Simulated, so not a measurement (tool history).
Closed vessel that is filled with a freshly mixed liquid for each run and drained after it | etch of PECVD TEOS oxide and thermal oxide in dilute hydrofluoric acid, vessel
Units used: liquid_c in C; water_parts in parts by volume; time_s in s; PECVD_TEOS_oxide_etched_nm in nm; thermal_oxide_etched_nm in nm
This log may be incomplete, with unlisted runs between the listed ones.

run 1 day=0 | liquid_c=25 water_parts=105 time_s=110 | PECVD_TEOS_oxide_etched_nm=18.583 thermal_oxide_etched_nm=4.9198
run 2 day=0.325 | liquid_c=21.5 water_parts=105 time_s=110 | PECVD_TEOS_oxide_etched_nm=16.1 thermal_oxide_etched_nm=4.2225
run 3 day=0.521 | liquid_c=23.5 water_parts=105 time_s=110 | PECVD_TEOS_oxide_etched_nm=17.533 thermal_oxide_etched_nm=4.6737
run 4 day=0.875 | liquid_c=22 water_parts=105 time_s=110 | PECVD_TEOS_oxide_etched_nm=16.586 thermal_oxide_etched_nm=4.368
run 5 day=1.033 | liquid_c=20.5 water_parts=105 time_s=110 | PECVD_TEOS_oxide_etched_nm=15.444 thermal_oxide_etched_nm=4.1132
run 6 day=1.333 | liquid_c=20.5 water_parts=85 time_s=110 | PECVD_TEOS_oxide_etched_nm=19.435 thermal_oxide_etched_nm=5.2372

Run 7, settings as shown, results not yet in. Your forecast:
run 7 day=1.604 | liquid_c=21.5 water_parts=85 time_s=110 | PECVD_TEOS_oxide_etched_nm=? thermal_oxide_etched_nm=?

{"run 7": {"PECVD_TEOS_oxide_etched_nm": 20.501, "thermal_oxide_etched_nm": 5.3707}}
